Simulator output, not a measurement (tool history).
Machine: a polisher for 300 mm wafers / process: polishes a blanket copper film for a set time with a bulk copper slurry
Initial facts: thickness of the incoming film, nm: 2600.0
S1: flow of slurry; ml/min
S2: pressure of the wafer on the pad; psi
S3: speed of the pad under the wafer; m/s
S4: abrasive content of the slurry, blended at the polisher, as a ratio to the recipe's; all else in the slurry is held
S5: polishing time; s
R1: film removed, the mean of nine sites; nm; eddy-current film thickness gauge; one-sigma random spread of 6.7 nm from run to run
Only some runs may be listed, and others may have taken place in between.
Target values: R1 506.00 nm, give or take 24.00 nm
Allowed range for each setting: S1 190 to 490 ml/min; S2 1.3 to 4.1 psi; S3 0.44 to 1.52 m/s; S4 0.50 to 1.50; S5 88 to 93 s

run 1 hour=0.0 | S1=315 S2=2.7 S3=0.98 S4=1.00 S5=88 | R1=800.56
run 2 hour=9.0 | S1=315 S2=2.4 S3=0.96 S4=1.00 S5=88 | R1=716.47
run 3 hour=14.2 | S1=315 S2=2.4 S3=0.96 S4=1.00 S5=93 | R1=761.18
run 4 hour=15.2 | S1=315 S2=2.7 S3=0.96 S4=1.00 S5=93 | R1=813.25
run 5 hour=17.8 | S1=245 S2=2.7 S3=0.96 S4=1.00 S5=93 | R1=814.06
run 6 hour=22.4 | S1=245 S2=2.4 S3=0.94 S4=1.00 S5=93 | R1=711.11
run 7 hour=30.6 | S1=245 S2=2.2 S3=0.94 S4=1.00 S5=93 | R1=678.01
run 8 hour=39.3 | S1=245 S2=2.0 S3=0.94 S4=1.00 S5=93 | R1=622.46
run 9 hour=42.4 | S1=245 S2=1.9 S3=0.94 S4=1.00 S5=93 | R1=606.23
run 10 hour=48.4 | S1=245 S2=1.8 S3=0.94 S4=1.00 S5=93 | R1=570.68
run 11 hour=51.3 | S1=245 S2=1.7 S3=0.94 S4=1.00 S5=93 | R1=549.96
run 12 hour=55.0 | S1=245 S2=1.7 S3=0.94 S4=1.00 S5=93 | R1=559.12

Exercise: of the 4 proposed moves below, exactly one satisfies all targets within the stated allowed misses. Which move is it?
run A hour=58.7 | S1=220 S2=1.4 S3=1.00 S4=0.70 S5=93 | R1=?
run B hour=58.7 | S1=285 S2=1.4 S3=0.86 S4=1.20 S5=88 | R1=?
run C hour=58.7 | S1=250 S2=1.7 S3=0.88 S4=0.95 S5=91 | R1=?
run D hour=58.7 | S1=190 S2=1.3 S3=0.98 S4=1.15 S5=88 | R1=?

move=A R1=465.00
move=B R1=448.75
move=C R1=511.92
move=D R1=461.79
A: takes the biggest miss from the last run beyond its target
B: takes the biggest miss from the last run beyond its target
C: meets every target
D: takes the biggest miss from the last run beyond its target
C meets every target.

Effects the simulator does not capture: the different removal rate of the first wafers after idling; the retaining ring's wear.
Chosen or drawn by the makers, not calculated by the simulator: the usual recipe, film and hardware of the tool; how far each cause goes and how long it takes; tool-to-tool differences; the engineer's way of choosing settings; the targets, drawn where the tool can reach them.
